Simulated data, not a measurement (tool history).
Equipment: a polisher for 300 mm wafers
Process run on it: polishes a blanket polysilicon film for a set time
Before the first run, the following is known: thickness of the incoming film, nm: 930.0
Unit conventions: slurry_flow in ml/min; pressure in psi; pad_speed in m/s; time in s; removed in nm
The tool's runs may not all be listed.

run,day,slurry_flow,pressure,pad_speed,time,removed
1,0,280,2.2,1.2,60,547
2,0.167,280,2.2,1.2,63,576.27
3,0.529,280,2,1.2,63,526
4,0.55,280,2,1.04,63,473.64
5,0.625,280,1.9,1.04,63,453.13
6,0.688,280,1.9,1.22,63,510.3
7,0.938,280,1.8,1.22,63,487.43

Expected results for the next run?
8,1.204,280,1.7,1.22,63,?

removed: 481.96 nm
